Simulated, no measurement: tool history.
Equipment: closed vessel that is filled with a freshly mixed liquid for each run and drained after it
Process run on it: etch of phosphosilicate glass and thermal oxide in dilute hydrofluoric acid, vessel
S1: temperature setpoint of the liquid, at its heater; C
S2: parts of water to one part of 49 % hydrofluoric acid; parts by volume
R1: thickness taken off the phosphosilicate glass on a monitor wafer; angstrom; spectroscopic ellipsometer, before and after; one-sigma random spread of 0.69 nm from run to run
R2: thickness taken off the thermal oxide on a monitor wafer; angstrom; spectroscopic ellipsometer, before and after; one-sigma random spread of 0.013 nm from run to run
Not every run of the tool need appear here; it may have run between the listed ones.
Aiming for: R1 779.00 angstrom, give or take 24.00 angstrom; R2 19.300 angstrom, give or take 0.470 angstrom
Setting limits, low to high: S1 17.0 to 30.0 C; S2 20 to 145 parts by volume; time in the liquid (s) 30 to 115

Run 1, day 0.000: S1 22.0 C, S2 80 parts by volume, time in the liquid (s) 60. Result: R1 1434.20 angstrom, R2 35.441 angstrom.
Run 2, day 0.112: S1 25.0 C, S2 80 parts by volume, time in the liquid (s) 60. Result: R1 1597.40 angstrom, R2 39.937 angstrom.
Run 3, day 0.258: S1 23.0 C, S2 90 parts by volume, time in the liquid (s) 60. Result: R1 1294.30 angstrom, R2 32.165 angstrom.
Run 4, day 0.488: S1 23.0 C, S2 115 parts by volume, time in the liquid (s) 60. Result: R1 979.08 angstrom, R2 24.357 angstrom.
Run 5, day 0.762: S1 21.5 C, S2 115 parts by volume, time in the liquid (s) 60. Result: R1 940.28 angstrom, R2 23.027 angstrom.
Run 6, day 0.954: S1 20.5 C, S2 115 parts by volume, time in the liquid (s) 60. Result: R1 884.56 angstrom, R2 22.098 angstrom.
Run 7, day 1.038: S1 19.5 C, S2 115 parts by volume, time in the liquid (s) 60. Result: R1 868.61 angstrom, R2 21.439 angstrom.
Run 8, day 1.138: S1 19.0 C, S2 115 parts by volume, time in the liquid (s) 60. Result: R1 845.29 angstrom, R2 21.035 angstrom.
Run 9, day 1.521: S1 18.5 C, S2 115 parts by volume, time in the liquid (s) 60. Result: R1 828.68 angstrom, R2 20.497 angstrom.
Run 10, day 1.608: S1 18.0 C, S2 115 parts by volume, time in the liquid (s) 60. Result: R1 812.04 angstrom, R2 20.166 angstrom.

Exactly one of the 4 candidate moves below puts every result within its allowed miss. Which one?
Run A, day 1.696: S1 20.5 C, S2 100 parts by volume, time in the liquid (s) 45. Result: R1 ?, R2 ?.
Run B, day 1.696: S1 17.5 C, S2 125 parts by volume, time in the liquid (s) 60. Result: R1 ?, R2 ?.
Run C, day 1.696: S1 24.5 C, S2 140 parts by volume, time in the liquid (s) 60. Result: R1 ?, R2 ?.
Run D, day 1.696: S1 17.0 C, S2 65 parts by volume, time in the liquid (s) 30. Result: R1 ?, R2 ?.

move      R1      R2
   A  796.32  19.497
   B  730.98  17.897
   C  848.61  20.777
   D  733.12  17.949
A: meets every target
B: carries the result that was furthest off beyond its target, to the other side
C: further off than the last run
D: carries the result that was furthest off beyond its target, to the other side
Answer: A
